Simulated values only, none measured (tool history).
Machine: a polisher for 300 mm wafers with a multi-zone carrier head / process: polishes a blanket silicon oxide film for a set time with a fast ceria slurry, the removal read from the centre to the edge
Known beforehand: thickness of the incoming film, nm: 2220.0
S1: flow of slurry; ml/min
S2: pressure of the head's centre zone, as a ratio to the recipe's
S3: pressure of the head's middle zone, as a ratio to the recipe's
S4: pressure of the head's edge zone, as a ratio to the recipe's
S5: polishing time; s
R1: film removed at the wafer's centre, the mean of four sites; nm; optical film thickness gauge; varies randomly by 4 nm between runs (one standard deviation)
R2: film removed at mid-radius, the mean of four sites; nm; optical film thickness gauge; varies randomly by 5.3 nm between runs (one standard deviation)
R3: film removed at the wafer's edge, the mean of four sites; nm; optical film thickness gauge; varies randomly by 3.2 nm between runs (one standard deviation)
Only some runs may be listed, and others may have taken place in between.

run  hour   S1    S2    S3    S4  S5      R1      R2      R3
  1     0  210     1     1     1  32  351.13  372.16  353.66
  2   6.2  210     1  1.07     1  32  346.79  391.35  355.29
  3   8.4  180     1  1.07     1  32  349.95  377.63  353.86
  4  17.4  180     1  1.07  1.04  32  339.98  390.58  356.58
  5  26.2  185  0.99  1.06  1.08  35  370.66  417.23  395.84
  6  32.6  195  0.97  1.09  1.11  37  391.85  453.09  430.36
  7  39.2  215  0.94  1.12  1.12  38  388.23  484.55  446.71
  8  46.2  225  0.94  1.14  1.14  39  396.05  514.38  464.58
  9  48.8  235  0.94  1.14  1.16  39  401.97  512.33  465.51
 10  51.8  235  0.94  1.14  1.16  39  406.25  511.25  466.37
 11  58.3  240  0.93  1.15  1.17  39  394.36  512.97  469.86
 12  60.9  245  0.93  1.16  1.18  39  402.91   516.4  476.75
 13  63.5  250  0.93  1.17  1.18  39  406.17  512.23   473.4

Run 14, settings as shown, results not yet in. Your forecast:
 14  66.9  250  0.92  1.18  1.18  39   ?   ?   ?

R1: 403.06 nm
R2: 530.51 nm
R3: 476.99 nm

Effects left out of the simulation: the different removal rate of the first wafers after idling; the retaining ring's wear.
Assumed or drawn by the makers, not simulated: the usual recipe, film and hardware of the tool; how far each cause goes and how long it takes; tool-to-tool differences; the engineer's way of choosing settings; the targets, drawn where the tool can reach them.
